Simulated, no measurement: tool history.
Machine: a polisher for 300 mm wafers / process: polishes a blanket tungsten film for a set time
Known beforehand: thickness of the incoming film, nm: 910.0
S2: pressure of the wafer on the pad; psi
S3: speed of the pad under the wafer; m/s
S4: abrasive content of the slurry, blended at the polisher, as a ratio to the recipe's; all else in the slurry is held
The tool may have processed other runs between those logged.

{"run": 1, "hour": 0.0, "flow of slurry (ml/min)": 275, "S2": 3.0, "S3": 0.88, "S4": 1.0, "polishing time (s)": 70, "film removed (Å)": 2341.5}
{"run": 2, "hour": 5.7, "flow of slurry (ml/min)": 275, "S2": 3.3, "S3": 0.88, "S4": 1.0, "polishing time (s)": 70, "film removed (Å)": 2462.7}
{"run": 3, "hour": 6.7, "flow of slurry (ml/min)": 275, "S2": 3.3, "S3": 0.88, "S4": 1.05, "polishing time (s)": 70, "film removed (Å)": 2537.0}
{"run": 4, "hour": 12.2, "flow of slurry (ml/min)": 275, "S2": 3.3, "S3": 0.88, "S4": 1.05, "polishing time (s)": 74, "film removed (Å)": 2622.8}
{"run": 5, "hour": 13.7, "flow of slurry (ml/min)": 275, "S2": 3.6, "S3": 0.88, "S4": 1.05, "polishing time (s)": 74, "film removed (Å)": 2893.0}
{"run": 6, "hour": 19.6, "flow of slurry (ml/min)": 275, "S2": 3.6, "S3": 0.88, "S4": 1.05, "polishing time (s)": 74, "film removed (Å)": 2848.9}
{"run": 7, "hour": 24.6, "flow of slurry (ml/min)": 275, "S2": 3.8, "S3": 0.88, "S4": 1.05, "polishing time (s)": 74, "film removed (Å)": 2968.6}

What will run 8 give?
{"run": 8, "hour": 27.5, "flow of slurry (ml/min)": 275, "S2": 3.9, "S3": 0.88, "S4": 1.05, "polishing time (s)": 74, "film removed (Å)": "?"}

film removed (Å): 3057.8

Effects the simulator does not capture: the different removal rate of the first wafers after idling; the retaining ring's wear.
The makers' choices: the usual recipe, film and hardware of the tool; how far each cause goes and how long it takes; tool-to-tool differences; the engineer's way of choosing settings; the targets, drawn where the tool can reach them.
